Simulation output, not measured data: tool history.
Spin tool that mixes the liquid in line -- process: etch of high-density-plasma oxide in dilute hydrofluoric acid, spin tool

run  hour  temperature setpoint of the liquid (°C)  parts of water to one part of 49 % hydrofluoric acid (parts by volume)  time under the liquid (s)  thickness taken off the high-density-plasma oxide on a monitor wafer (angstrom)
  1   0.0                                     21.0                                                                     130                        315                                                                           135.77
  2   7.1                                     22.5                                                                     120                        315                                                                           157.68
  3   8.0                                     24.0                                                                     110                        315                                                                           183.21
  4  16.2                                     24.0                                                                     130                        315                                                                           152.28
  5  19.6                                     24.0                                                                     145                        315                                                                           135.30
  6  22.7                                     24.0                                                                     145                        315                                                                           137.40
  7  31.8                                     25.0                                                                     130                        315                                                                           157.37
  8  39.4                                     26.0                                                                     115                        315                                                                           188.81
  9  44.6                                     26.5                                                                     105                        315                                                                           215.97

Expected results for the next run?
 10  47.0                                     27.0                                                                     100                        315                                                                                ?

Run 10 measured thickness taken off the high-density-plasma oxide on a monitor wafer (angstrom) 229.08.

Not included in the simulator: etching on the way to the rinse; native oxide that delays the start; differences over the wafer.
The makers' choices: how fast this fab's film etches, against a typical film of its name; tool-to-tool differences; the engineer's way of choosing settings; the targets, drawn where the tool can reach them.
